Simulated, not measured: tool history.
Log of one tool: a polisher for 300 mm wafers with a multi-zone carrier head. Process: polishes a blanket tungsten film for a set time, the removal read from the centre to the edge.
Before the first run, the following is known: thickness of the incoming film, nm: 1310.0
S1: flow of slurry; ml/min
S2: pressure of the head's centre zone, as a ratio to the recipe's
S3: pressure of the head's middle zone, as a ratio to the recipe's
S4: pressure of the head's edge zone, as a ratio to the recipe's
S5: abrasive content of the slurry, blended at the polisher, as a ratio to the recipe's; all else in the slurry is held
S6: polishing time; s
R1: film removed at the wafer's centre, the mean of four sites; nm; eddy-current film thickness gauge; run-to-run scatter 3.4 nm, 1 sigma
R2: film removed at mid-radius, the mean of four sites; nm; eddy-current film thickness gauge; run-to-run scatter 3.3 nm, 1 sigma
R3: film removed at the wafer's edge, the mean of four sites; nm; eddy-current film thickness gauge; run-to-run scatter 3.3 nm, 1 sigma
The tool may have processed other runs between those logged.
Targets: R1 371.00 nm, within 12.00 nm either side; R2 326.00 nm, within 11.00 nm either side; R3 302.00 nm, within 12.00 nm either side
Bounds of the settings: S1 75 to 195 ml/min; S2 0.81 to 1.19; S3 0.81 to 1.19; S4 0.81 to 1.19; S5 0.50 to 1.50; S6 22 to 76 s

run  hour   S1    S2    S3    S4    S5  S6      R1      R2      R3
  1   0.0  125  1.00  1.00  1.00  1.00  49  229.78  227.85  228.89
  2   2.3  135  1.03  1.02  1.01  1.10  49  252.18  250.72  237.13
  3   7.0  140  1.05  1.01  1.03  1.15  49  256.61  255.08  248.16
  4  14.0  140  1.05  0.98  1.03  1.15  49  255.78  242.97  240.39
  5  22.3  140  1.10  0.98  1.03  1.15  49  271.89  244.93  248.61
  6  26.6  140  1.10  0.98  1.03  1.10  49  264.12  245.32  242.38
  7  32.2  145  1.11  0.98  1.03  1.15  50  275.56  252.04  250.62
  8  36.4  150  1.12  0.98  1.02  1.20  51  292.95  261.38  258.72
  9  39.9  155  1.13  0.99  1.02  1.25  51  304.60  272.76  262.57
 10  43.1  160  1.14  0.99  1.03  1.30  51  310.19  272.31  266.09
 11  45.5  160  1.14  0.99  1.03  1.30  51  308.79  273.56  270.32
 12  46.2  165  1.15  1.00  1.03  1.35  51  315.63  278.54  270.85
 13  53.9  170  1.16  1.01  1.03  1.35  52  329.70  291.31  283.14

Next run, 5 choices. One meets every target within its allowed miss, the rest don't. Which?
  A  61.6  145  1.03  0.96  1.19  1.35  49   ?   ?   ?
  B  61.6  195  1.17  1.04  0.99  1.45  55   ?   ?   ?
  C  61.6  175  1.17  1.04  0.97  1.40  48   ?   ?   ?
  D  61.6  150  1.01  1.00  1.08  1.35  56   ?   ?   ?
  E  61.6  140  1.15  1.07  1.01  1.40  48   ?   ?   ?

move      R1      R2      R3
   A  263.75  252.95  272.43
   B  364.48  324.56  297.15
   C  308.99  275.74  251.32
   D  297.96  300.47  298.63
   E  289.27  270.02  247.89
A: its largest miss is bigger than the last run's
B: meets every target
C: its largest miss is bigger than the last run's
D: its largest miss is bigger than the last run's
E: its largest miss is bigger than the last run's
B is the move that brings every result within its allowed miss.
